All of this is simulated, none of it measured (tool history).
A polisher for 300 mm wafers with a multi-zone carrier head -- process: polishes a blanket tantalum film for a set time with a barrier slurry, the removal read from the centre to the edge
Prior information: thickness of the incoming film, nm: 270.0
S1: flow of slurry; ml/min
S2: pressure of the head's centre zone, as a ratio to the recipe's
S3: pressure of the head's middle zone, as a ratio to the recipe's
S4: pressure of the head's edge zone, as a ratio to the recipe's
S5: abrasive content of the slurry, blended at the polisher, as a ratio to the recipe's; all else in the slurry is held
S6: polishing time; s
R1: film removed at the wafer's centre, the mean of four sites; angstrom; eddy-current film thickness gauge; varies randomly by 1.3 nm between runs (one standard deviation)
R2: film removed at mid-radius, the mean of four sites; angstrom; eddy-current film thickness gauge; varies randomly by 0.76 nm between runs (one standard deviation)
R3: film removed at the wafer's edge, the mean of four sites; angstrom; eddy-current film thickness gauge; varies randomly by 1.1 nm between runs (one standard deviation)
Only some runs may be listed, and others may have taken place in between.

run	day	S1	S2	S3	S4	S5	S6	R1	R2	R3
1	0.000	235	1.00	1.00	1.00	1.00	49	715.27	727.72	725.21
2	0.046	235	1.00	1.06	1.00	1.00	49	718.94	756.08	719.60
3	0.308	240	1.00	1.07	1.02	1.10	50	756.11	801.68	778.52
4	0.367	245	1.01	1.09	1.03	1.15	50	776.27	815.61	782.60
5	0.717	250	1.01	1.10	1.04	1.20	51	785.17	862.91	810.26
6	0.867	250	1.02	1.10	1.05	1.25	52	813.53	882.07	837.06
7	1.117	255	1.03	1.11	1.06	1.30	52	871.15	901.86	845.42

What does the tool deliver on the next run?
8	1.308	255	1.02	1.12	1.08	1.35	52	?	?	?

For run 8 the tool returned R1 832.70 angstrom, R2 908.94 angstrom, R3 863.70 angstrom.
